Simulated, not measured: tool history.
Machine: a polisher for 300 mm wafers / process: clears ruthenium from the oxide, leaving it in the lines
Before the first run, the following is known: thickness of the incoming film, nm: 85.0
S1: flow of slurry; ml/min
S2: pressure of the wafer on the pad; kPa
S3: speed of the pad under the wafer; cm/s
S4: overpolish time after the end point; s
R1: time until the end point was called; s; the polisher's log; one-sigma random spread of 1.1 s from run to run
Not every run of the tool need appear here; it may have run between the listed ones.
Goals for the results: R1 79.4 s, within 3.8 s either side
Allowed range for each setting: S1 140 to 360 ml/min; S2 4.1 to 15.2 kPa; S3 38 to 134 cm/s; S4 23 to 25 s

run 1 hour=0 | S1=230 S2=9.7 S3=86 S4=23 | R1=119.07
run 2 hour=1.9 | S1=230 S2=10.3 S3=86 S4=23 | R1=113.15
run 3 hour=3.7 | S1=230 S2=9.7 S3=86 S4=23 | R1=117.95
run 4 hour=5.5 | S1=200 S2=9.7 S3=86 S4=23 | R1=119.31
run 5 hour=14.1 | S1=200 S2=10.3 S3=86 S4=23 | R1=112.22
run 6 hour=15.1 | S1=200 S2=10.3 S3=70 S4=23 | R1=134.63
run 7 hour=18.6 | S1=200 S2=11 S3=72 S4=23 | R1=125.02
run 8 hour=23.3 | S1=200 S2=11.7 S3=74 S4=23 | R1=113.66
run 9 hour=29.4 | S1=200 S2=12.4 S3=74 S4=23 | R1=110.87
run 10 hour=30.4 | S1=200 S2=12.4 S3=76 S4=23 | R1=107.08
run 11 hour=32.9 | S1=200 S2=15.2 S3=78 S4=23 | R1=89.74
run 12 hour=38 | S1=200 S2=15.2 S3=80 S4=23 | R1=85.565
run 13 hour=38.7 | S1=200 S2=15.2 S3=80 S4=23 | R1=87.108
run 14 hour=44.7 | S1=200 S2=15.2 S3=82 S4=23 | R1=86.07

Consider the 5 candidate settings below. Which is the only one whose results all fall within their allowed miss of target?
run A hour=50.7 | S1=225 S2=15.2 S3=96 S4=23 | R1=?
run B hour=50.7 | S1=255 S2=15.2 S3=96 S4=25 | R1=?
run C hour=50.7 | S1=245 S2=15.2 S3=96 S4=25 | R1=?
run D hour=50.7 | S1=190 S2=15.2 S3=74 S4=25 | R1=?
run E hour=50.7 | S1=205 S2=15.2 S3=88 S4=25 | R1=?

move=A R1=73.298
move=B R1=72.187
move=C R1=72.523
move=D R1=92.23
move=E R1=79.621
A: moves the result that the last run missed by most past its target, out the other side
B: moves the result that the last run missed by most past its target, out the other side
C: moves the result that the last run missed by most past its target, out the other side
D: the biggest miss grows against the last run
E: in spec on every target
So the answer is move E, the one that meets all the targets.
